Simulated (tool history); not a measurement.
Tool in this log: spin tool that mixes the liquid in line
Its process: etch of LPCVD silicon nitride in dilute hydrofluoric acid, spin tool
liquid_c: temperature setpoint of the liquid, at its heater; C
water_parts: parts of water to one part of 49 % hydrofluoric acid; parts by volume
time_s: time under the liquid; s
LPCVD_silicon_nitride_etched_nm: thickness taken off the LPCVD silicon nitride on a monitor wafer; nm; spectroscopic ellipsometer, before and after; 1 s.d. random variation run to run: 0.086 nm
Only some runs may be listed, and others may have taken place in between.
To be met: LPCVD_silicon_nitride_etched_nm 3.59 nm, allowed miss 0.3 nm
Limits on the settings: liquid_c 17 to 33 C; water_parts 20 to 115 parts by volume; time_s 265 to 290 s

run,hour,liquid_c,water_parts,time_s,LPCVD_silicon_nitride_etched_nm
1,0,25,65,265,2.0871
2,5.6,25,65,290,2.2888
3,9.7,25,55,290,2.7158
4,11.3,22.5,55,290,2.3467
5,12.8,24,50,290,2.8094
6,15.5,25,50,290,3.1612
7,16.3,25.5,50,290,3.1258
8,19.4,26,50,290,3.2467
9,24.3,26,50,290,3.1234
10,29.6,28,45,290,4.0239

Consider the 5 candidate settings below. Which is the only one whose results all fall within their allowed miss of target?
A,34.9,32,80,265,?
B,34.9,27.5,45,265,?
C,34.9,25,50,265,?
D,34.9,30,75,285,?
E,34.9,29.5,45,290,?

move,LPCVD_silicon_nitride_etched_nm
A,2.7249
B,3.6154
C,2.7615
D,2.7563
E,4.5093
A: takes the biggest miss from the last run beyond its target
B: hits every target within its allowed miss
C: takes the biggest miss from the last run beyond its target
D: takes the biggest miss from the last run beyond its target
E: the biggest miss grows against the last run
Answer: B
